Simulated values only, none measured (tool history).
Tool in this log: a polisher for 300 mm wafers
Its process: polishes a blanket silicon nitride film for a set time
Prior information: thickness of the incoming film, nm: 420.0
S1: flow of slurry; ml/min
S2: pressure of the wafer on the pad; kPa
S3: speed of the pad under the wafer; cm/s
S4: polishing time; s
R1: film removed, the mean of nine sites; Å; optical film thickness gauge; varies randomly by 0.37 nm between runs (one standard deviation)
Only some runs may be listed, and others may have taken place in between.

run	hour	S1	S2	S3	S4	R1
1	0	160	29	100	21	431.83
2	5.1	165	29.6	100	21	440.63
3	6.1	170	31	100	21	461.15
4	10.1	170	31.7	100	21	467.25
5	16.3	185	31.7	100	21	483.77
6	17.5	185	31.7	112	21	510.61

Predict the results of run 7:
7	18.4	185	32.4	112	21	?

{"run 7": {"R1": 520.38}}
